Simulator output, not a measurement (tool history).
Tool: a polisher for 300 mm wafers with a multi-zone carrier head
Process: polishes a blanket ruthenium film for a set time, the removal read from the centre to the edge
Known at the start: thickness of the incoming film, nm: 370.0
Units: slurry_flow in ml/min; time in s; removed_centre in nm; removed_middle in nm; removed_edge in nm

{"run": 1, "hour": 0.0, "slurry_flow": 215, "centre_zone": 1, "middle_zone": 1, "edge_zone": 1, "time": 69, "removed_centre": 69.688, "removed_middle": 67.314, "removed_edge": 67.589}
{"run": 2, "hour": 8.3, "slurry_flow": 175, "centre_zone": 1, "middle_zone": 1, "edge_zone": 1, "time": 69, "removed_centre": 67.03, "removed_middle": 66.948, "removed_edge": 67.124}
{"run": 3, "hour": 14.4, "slurry_flow": 175, "centre_zone": 1, "middle_zone": 1, "edge_zone": 0.92, "time": 69, "removed_centre": 68.19, "removed_middle": 65.98, "removed_edge": 63.814}
{"run": 4, "hour": 17.6, "slurry_flow": 185, "centre_zone": 1.02, "middle_zone": 1.01, "edge_zone": 0.94, "time": 70, "removed_centre": 70.072, "removed_middle": 67.404, "removed_edge": 65.983}
{"run": 5, "hour": 26.0, "slurry_flow": 195, "centre_zone": 1.04, "middle_zone": 1.02, "edge_zone": 0.95, "time": 71, "removed_centre": 72.751, "removed_middle": 71.427, "removed_edge": 68.636}
{"run": 6, "hour": 32.8, "slurry_flow": 205, "centre_zone": 1.06, "middle_zone": 1.01, "edge_zone": 0.95, "time": 71, "removed_centre": 75.467, "removed_middle": 69.511, "removed_edge": 66.943}

Forecast run 7:
{"run": 7, "hour": 34.3, "slurry_flow": 215, "centre_zone": 1.07, "middle_zone": 1.01, "edge_zone": 0.97, "time": 71, "removed_centre": "?", "removed_middle": "?", "removed_edge": "?"}

Run 7 gave removed_centre 76.032 nm, removed_middle 69.271 nm, removed_edge 68.411 nm.
